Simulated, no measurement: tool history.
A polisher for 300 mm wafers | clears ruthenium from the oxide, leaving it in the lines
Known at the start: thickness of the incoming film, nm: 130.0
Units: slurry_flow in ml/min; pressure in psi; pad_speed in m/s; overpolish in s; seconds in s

run,hour,slurry_flow,pressure,pad_speed,overpolish,seconds
1,0.0,195,2.8,0.78,4,116.14
2,6.5,195,2.8,0.68,4,134.08
3,11.2,195,2.8,0.48,4,188.00
4,15.5,195,3.2,0.48,4,164.75
5,21.6,195,3.2,0.62,4,125.63
6,30.4,195,3.6,0.62,4,114.32
7,34.3,195,3.6,0.62,4,115.10
8,41.0,195,3.4,0.62,4,119.58
9,46.5,195,3.4,0.62,4,122.08
10,51.9,195,3.2,0.62,4,130.37
11,56.3,190,2.4,0.58,4,182.56
12,57.2,190,2.3,0.58,4,191.15
13,62.6,185,2.1,0.58,4,205.37
14,69.9,185,2.1,0.58,4,208.49

Forecast run 15:
15,73.3,185,2.1,0.58,4,?

{"run 15": {"seconds": 206.18}}
